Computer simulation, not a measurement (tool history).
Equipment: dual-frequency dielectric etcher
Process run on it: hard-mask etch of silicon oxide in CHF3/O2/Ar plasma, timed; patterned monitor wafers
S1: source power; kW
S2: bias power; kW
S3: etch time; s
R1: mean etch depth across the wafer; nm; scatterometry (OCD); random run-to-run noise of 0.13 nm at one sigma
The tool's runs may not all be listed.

| run | hour | S1 | S2 | S3 | R1 |
|---|---|---|---|---|---|
| 1 | 0 | 0.55 | 0.214 | 25.5 | 54.301 |
| 2 | 3.4 | 0.55 | 0.235 | 25.5 | 55.802 |
| 3 | 5 | 0.62 | 0.235 | 25.5 | 58.472 |
| 4 | 6.2 | 0.57 | 0.232 | 25.5 | 56.269 |
| 5 | 11.7 | 0.57 | 0.216 | 25.5 | 55.044 |
| 6 | 15.7 | 0.57 | 0.242 | 25.5 | 57.082 |
| 7 | 16.9 | 0.53 | 0.239 | 25.5 | 55.058 |
| 8 | 21.6 | 0.5 | 0.237 | 25.5 | 53.67 |
| 9 | 27.7 | 0.48 | 0.236 | 25.5 | 52.815 |
| 10 | 28.5 | 0.46 | 0.235 | 25.5 | 51.737 |

Run 11, settings as shown, results not yet in. Your forecast:
| 11 | 31.1 | 0.45 | 0.235 | 25.5 | ? |

Logged for run 11: R1 51.237 nm.
